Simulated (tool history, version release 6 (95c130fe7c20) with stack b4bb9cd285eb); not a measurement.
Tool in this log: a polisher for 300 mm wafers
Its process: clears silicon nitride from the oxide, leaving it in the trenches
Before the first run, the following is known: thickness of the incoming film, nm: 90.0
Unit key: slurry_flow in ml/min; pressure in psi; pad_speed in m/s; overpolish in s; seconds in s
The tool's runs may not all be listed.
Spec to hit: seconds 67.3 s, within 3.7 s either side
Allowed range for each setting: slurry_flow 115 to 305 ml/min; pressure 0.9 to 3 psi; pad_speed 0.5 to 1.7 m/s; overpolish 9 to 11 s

{"run": 1, "hour": 0.0, "slurry_flow": 195, "pressure": 1.9, "pad_speed": 1.1, "overpolish": 11, "seconds": 118.87}
{"run": 2, "hour": 5.7, "slurry_flow": 195, "pressure": 1.7, "pad_speed": 1.1, "overpolish": 11, "seconds": 136.95}
{"run": 3, "hour": 11.8, "slurry_flow": 195, "pressure": 1.3, "pad_speed": 1.1, "overpolish": 11, "seconds": 178.57}
{"run": 4, "hour": 18.9, "slurry_flow": 195, "pressure": 1.3, "pad_speed": 0.84, "overpolish": 11, "seconds": 225.29}
{"run": 5, "hour": 22.7, "slurry_flow": 195, "pressure": 1.3, "pad_speed": 0.84, "overpolish": 11, "seconds": 228.1}
{"run": 6, "hour": 30.9, "slurry_flow": 195, "pressure": 1.5, "pad_speed": 0.86, "overpolish": 11, "seconds": 193.26}
{"run": 7, "hour": 36.7, "slurry_flow": 195, "pressure": 1.7, "pad_speed": 0.88, "overpolish": 11, "seconds": 168.39}
{"run": 8, "hour": 42.8, "slurry_flow": 195, "pressure": 1.9, "pad_speed": 0.9, "overpolish": 11, "seconds": 149.05}
{"run": 9, "hour": 47.1, "slurry_flow": 195, "pressure": 2.1, "pad_speed": 0.92, "overpolish": 11, "seconds": 134.36}
{"run": 10, "hour": 51.8, "slurry_flow": 195, "pressure": 2.2, "pad_speed": 0.96, "overpolish": 11, "seconds": 123.76}
{"run": 11, "hour": 56.5, "slurry_flow": 195, "pressure": 2.3, "pad_speed": 0.98, "overpolish": 11, "seconds": 113.94}
{"run": 12, "hour": 62.4, "slurry_flow": 195, "pressure": 2.4, "pad_speed": 1, "overpolish": 11, "seconds": 106.14}
{"run": 13, "hour": 63.4, "slurry_flow": 195, "pressure": 2.4, "pad_speed": 1, "overpolish": 11, "seconds": 103.6}
{"run": 14, "hour": 69.1, "slurry_flow": 195, "pressure": 2.5, "pad_speed": 1.02, "overpolish": 11, "seconds": 102.95}
{"run": 15, "hour": 70.9, "slurry_flow": 195, "pressure": 2.6, "pad_speed": 1.06, "overpolish": 11, "seconds": 95.182}
{"run": 16, "hour": 79.8, "slurry_flow": 195, "pressure": 2.7, "pad_speed": 1.08, "overpolish": 11, "seconds": 89.95}

Exactly one of the 4 candidate moves below puts every result within its allowed miss. Which one?
{"run": "A", "hour": 88.7, "slurry_flow": 205, "pressure": 3, "pad_speed": 1.14, "overpolish": 9, "seconds": "?"}
{"run": "B", "hour": 88.7, "slurry_flow": 195, "pressure": 2.8, "pad_speed": 1.16, "overpolish": 11, "seconds": "?"}
{"run": "C", "hour": 88.7, "slurry_flow": 185, "pressure": 2.9, "pad_speed": 1.34, "overpolish": 11, "seconds": "?"}
{"run": "D", "hour": 88.7, "slurry_flow": 190, "pressure": 2.6, "pad_speed": 1.28, "overpolish": 11, "seconds": "?"}

move=A seconds=76.9
move=B seconds=81.393
move=C seconds=68.94
move=D seconds=79.725
A: moves toward the targets from the last run without getting all of them in spec
B: moves toward the targets from the last run without getting all of them in spec
C: each result inside its tolerance
D: moves toward the targets from the last run without getting all of them in spec
C is the move that brings every result within its allowed miss.

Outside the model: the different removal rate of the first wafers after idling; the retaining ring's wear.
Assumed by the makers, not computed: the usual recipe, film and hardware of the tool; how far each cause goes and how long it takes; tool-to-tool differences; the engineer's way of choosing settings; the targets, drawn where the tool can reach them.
